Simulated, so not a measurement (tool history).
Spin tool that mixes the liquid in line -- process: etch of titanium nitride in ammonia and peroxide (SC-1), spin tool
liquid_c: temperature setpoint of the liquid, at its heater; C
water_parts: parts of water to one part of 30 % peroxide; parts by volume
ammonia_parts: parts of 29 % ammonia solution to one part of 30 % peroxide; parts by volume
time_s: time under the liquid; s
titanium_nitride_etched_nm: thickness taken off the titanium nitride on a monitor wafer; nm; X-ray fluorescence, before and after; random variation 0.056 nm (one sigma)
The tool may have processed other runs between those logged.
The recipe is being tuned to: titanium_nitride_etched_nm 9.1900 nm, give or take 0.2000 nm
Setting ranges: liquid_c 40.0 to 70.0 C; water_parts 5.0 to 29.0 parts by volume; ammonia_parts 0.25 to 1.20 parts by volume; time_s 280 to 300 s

run    day  liquid_c  water_parts  ammonia_parts  time_s  titanium_nitride_etched_nm
  1  0.000      56.0         16.0           0.95     280                     25.2590
  2  0.100      54.0         16.0           0.95     280                     22.0260
  3  0.267      54.0         19.5           0.95     280                     19.7410
  4  0.550      54.0         19.5           0.95     280                     19.7160
  5  0.621      54.0         19.5           0.75     280                     18.9340
  6  0.962      52.5         19.5           0.75     280                     17.1440
     1.058  -- ammonia flow meter replaced
  7  1.058      51.0         19.5           0.75     280                     15.1330
  8  1.200      50.0         19.5           0.75     280                     13.9920
  9  1.442      49.0         19.5           0.75     280                     13.1380

Which single option among these 5 for the next run brings every result within its allowed miss of target? Just one does.
  A  1.683      45.5         23.0           0.70     280                           ?
  B  1.683      44.0         17.5           0.70     280                           ?
  C  1.683      45.0         21.0           0.80     285                           ?
  D  1.683      55.5         25.0           0.60     300                           ?
  E  1.683      45.0         17.0           0.45     280                           ?

move  titanium_nitride_etched_nm
   A                      9.2899
   B                      9.6995
   C                      9.8304
   D                     18.4930
   E                      9.7740
A: every result lands within tolerance
B: closes in on the targets versus the last run, not all within tolerance yet
C: closes in on the targets versus the last run, not all within tolerance yet
D: its largest miss is bigger than the last run's
E: closes in on the targets versus the last run, not all within tolerance yet
The move that meets every target is A.
